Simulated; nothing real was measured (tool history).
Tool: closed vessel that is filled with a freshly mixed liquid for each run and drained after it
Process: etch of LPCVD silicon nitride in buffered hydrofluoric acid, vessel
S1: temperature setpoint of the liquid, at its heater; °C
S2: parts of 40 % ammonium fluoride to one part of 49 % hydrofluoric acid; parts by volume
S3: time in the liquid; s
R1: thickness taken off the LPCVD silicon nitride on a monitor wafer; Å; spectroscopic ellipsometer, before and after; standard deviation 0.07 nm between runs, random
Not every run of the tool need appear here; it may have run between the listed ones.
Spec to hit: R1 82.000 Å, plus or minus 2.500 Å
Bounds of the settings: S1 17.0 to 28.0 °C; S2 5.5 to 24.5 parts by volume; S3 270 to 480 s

run    day    S1    S2   S3      R1
  1  0.000  20.0  15.0  480  39.104
  2  0.375  20.0  15.0  270  21.917
  3  0.696  21.5  13.0  310  31.481
  4  0.938  23.0  11.5  345  43.338
  5  1.096  23.0   8.5  345  56.415
  6  1.383  24.0   8.0  345  63.521
  7  1.733  25.0   8.0  345  67.479
  8  1.821  25.5   8.0  345  68.975
  9  2.154  26.0   8.0  345  70.350
 10  2.350  26.5   8.0  345  72.536
 11  2.538  27.0   8.0  345  75.281
 12  2.838  27.5   8.0  345  76.495
 13  2.942  28.0   7.0  350  91.634
 14  3.079  27.5   7.0  350  89.975
 15  3.346  27.0   7.0  350  88.254
 16  3.462  27.0   7.0  350  86.644

4 next moves are on the table. One of them brings every result within its allowed miss. Which?
  A  3.579  28.0  9.5  480   ?
  B  3.579  28.0  6.5  270   ?
  C  3.579  28.0  9.5  465   ?
  D  3.579  26.5  8.5  420   ?

move      R1
   A  93.466
   B  76.109
   C  90.545
   D  83.095
A: lands further from the targets than the last run did
B: takes the result that was furthest off past its target
C: lands further from the targets than the last run did
D: all results land within tolerance of their targets
D meets every target.

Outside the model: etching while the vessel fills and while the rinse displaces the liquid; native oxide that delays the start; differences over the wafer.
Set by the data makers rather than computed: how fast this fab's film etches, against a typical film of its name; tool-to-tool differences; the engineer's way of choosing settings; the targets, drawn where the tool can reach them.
